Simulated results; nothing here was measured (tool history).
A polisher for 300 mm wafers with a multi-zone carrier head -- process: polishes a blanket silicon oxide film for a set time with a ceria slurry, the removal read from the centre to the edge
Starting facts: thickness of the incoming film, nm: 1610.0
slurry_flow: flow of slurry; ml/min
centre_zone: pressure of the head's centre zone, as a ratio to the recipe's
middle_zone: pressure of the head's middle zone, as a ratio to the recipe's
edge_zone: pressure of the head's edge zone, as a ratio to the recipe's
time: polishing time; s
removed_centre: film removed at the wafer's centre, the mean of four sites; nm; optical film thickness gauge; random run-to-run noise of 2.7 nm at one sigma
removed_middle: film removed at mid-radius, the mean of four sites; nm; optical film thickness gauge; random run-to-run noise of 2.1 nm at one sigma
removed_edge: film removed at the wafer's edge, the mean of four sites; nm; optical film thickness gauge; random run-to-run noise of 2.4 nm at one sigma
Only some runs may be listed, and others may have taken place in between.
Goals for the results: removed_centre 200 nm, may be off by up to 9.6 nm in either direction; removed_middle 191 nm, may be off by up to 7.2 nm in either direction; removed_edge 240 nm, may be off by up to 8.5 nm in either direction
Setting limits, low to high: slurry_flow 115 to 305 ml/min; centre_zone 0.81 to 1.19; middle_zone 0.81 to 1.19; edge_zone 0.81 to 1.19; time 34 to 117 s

run,hour,slurry_flow,centre_zone,middle_zone,edge_zone,time,removed_centre,removed_middle,removed_edge
1,0,195,1,1,1,75,283.71,274.17,275.26
2,6,195,0.97,1,1,75,269.77,264.51,272.71
3,7.2,185,0.93,0.96,0.99,74,255.47,253.23,260.93
4,16,145,0.93,0.96,0.99,74,251.24,241.4,260.24
5,20.8,145,0.9,0.96,0.99,74,237.81,243.87,257.98
6,22.2,120,0.9,0.96,0.99,74,233.67,230.85,252.43
7,28.4,120,0.88,0.93,1.01,73,214.75,225.73,251.84
8,36.8,120,0.89,0.9,1.02,72,215.6,218.08,251.3
9,37.7,120,0.9,0.88,1.03,71,220.91,207.84,244.04
10,39,120,0.89,0.86,1.04,71,217.68,204.38,252.76
11,45.1,120,0.88,0.85,1.03,70,209.4,205.34,247.07

Exercise: of the 5 proposed moves below, exactly one satisfies all targets within the stated allowed misses. Which move is it?
A,51.2,200,0.91,0.82,1.13,69,?,?,?
B,51.2,135,0.97,0.94,0.96,66,?,?,?
C,51.2,120,0.95,0.82,1.05,68,?,?,?
D,51.2,125,0.81,0.85,1.1,71,?,?,?
E,51.2,140,0.86,0.82,1.07,66,?,?,?

move,removed_centre,removed_middle,removed_edge
A,234.14,210.88,265.26
B,224.12,213.29,224.29
C,220.85,192.4,238.3
D,198.12,208.51,255.85
E,199.78,191.74,237.82
A: its largest miss is bigger than the last run's
B: its largest miss is bigger than the last run's
C: gets the furthest-off result to its target, but another result is out of tolerance
D: its largest miss is bigger than the last run's
E: each result inside its tolerance
The right move is E.
